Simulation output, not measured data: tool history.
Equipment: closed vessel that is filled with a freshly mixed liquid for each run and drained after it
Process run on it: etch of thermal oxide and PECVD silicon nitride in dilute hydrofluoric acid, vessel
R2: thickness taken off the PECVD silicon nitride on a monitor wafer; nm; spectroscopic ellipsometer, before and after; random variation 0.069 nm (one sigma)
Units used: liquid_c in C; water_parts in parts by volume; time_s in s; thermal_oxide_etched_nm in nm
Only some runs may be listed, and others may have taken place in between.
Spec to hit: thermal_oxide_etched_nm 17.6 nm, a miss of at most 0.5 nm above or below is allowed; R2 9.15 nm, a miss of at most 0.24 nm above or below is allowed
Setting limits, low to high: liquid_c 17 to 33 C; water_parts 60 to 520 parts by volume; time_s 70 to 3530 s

{"run": 1, "hour": 0.0, "liquid_c": 25, "water_parts": 290, "time_s": 1800, "thermal_oxide_etched_nm": 25.109, "R2": 17.119}
{"run": 2, "hour": 7.0, "liquid_c": 25, "water_parts": 290, "time_s": 1420, "thermal_oxide_etched_nm": 19.526, "R2": 13.635}
{"run": 3, "hour": 11.8, "liquid_c": 24, "water_parts": 285, "time_s": 1405, "thermal_oxide_etched_nm": 19.415, "R2": 12.715}
{"run": 4, "hour": 15.5, "liquid_c": 23.5, "water_parts": 285, "time_s": 1400, "thermal_oxide_etched_nm": 19.086, "R2": 12.377}
{"run": 5, "hour": 18.1, "liquid_c": 23.5, "water_parts": 285, "time_s": 1990, "thermal_oxide_etched_nm": 27.239, "R2": 17.78}
{"run": 6, "hour": 24.7, "liquid_c": 23.5, "water_parts": 285, "time_s": 2345, "thermal_oxide_etched_nm": 31.291, "R2": 20.71}
{"run": 7, "hour": 29.4, "liquid_c": 23, "water_parts": 285, "time_s": 2290, "thermal_oxide_etched_nm": 30.861, "R2": 19.874}
{"run": 8, "hour": 34.3, "liquid_c": 22.5, "water_parts": 290, "time_s": 2245, "thermal_oxide_etched_nm": 28.87, "R2": 18.546}
{"run": 9, "hour": 40.7, "liquid_c": 22, "water_parts": 290, "time_s": 2190, "thermal_oxide_etched_nm": 27.63, "R2": 17.507}
{"run": 10, "hour": 42.7, "liquid_c": 22, "water_parts": 290, "time_s": 2190, "thermal_oxide_etched_nm": 27.428, "R2": 17.328}
{"run": 11, "hour": 52.6, "liquid_c": 21.5, "water_parts": 290, "time_s": 2145, "thermal_oxide_etched_nm": 26.564, "R2": 16.653}
{"run": 12, "hour": 56.6, "liquid_c": 21, "water_parts": 290, "time_s": 2090, "thermal_oxide_etched_nm": 25.391, "R2": 15.665}
{"run": 13, "hour": 60.7, "liquid_c": 17, "water_parts": 295, "time_s": 1565, "thermal_oxide_etched_nm": 15.982, "R2": 8.8782}
{"run": 14, "hour": 69.5, "liquid_c": 17, "water_parts": 290, "time_s": 1545, "thermal_oxide_etched_nm": 16.158, "R2": 8.8409}

Which single option among these 5 for the next run brings every result within its allowed miss of target? Just one does.
{"run": "A", "hour": 78.3, "liquid_c": 17, "water_parts": 240, "time_s": 1325, "thermal_oxide_etched_nm": "?", "R2": "?"}
{"run": "B", "hour": 78.3, "liquid_c": 18.5, "water_parts": 310, "time_s": 1435, "thermal_oxide_etched_nm": "?", "R2": "?"}
{"run": "C", "hour": 78.3, "liquid_c": 17, "water_parts": 245, "time_s": 1465, "thermal_oxide_etched_nm": "?", "R2": "?"}
{"run": "D", "hour": 78.3, "liquid_c": 17.5, "water_parts": 265, "time_s": 1390, "thermal_oxide_etched_nm": "?", "R2": "?"}
{"run": "E", "hour": 78.3, "liquid_c": 17.5, "water_parts": 325, "time_s": 1795, "thermal_oxide_etched_nm": "?", "R2": "?"}

move=A thermal_oxide_etched_nm=17.802 R2=9.1292
move=B thermal_oxide_etched_nm=14.871 R2=8.5412
move=C thermal_oxide_etched_nm=19.197 R2=9.8972
move=D thermal_oxide_etched_nm=16.871 R2=9.0061
move=E thermal_oxide_etched_nm=16.883 R2=9.5754
A: every result lands within tolerance
B: its largest miss is bigger than the last run's
C: the result that was furthest off in the last run now lies on the other side of its target
D: nearer than the last run, and not there yet
E: nearer than the last run, and not there yet
Correct choice: A, which meets every target
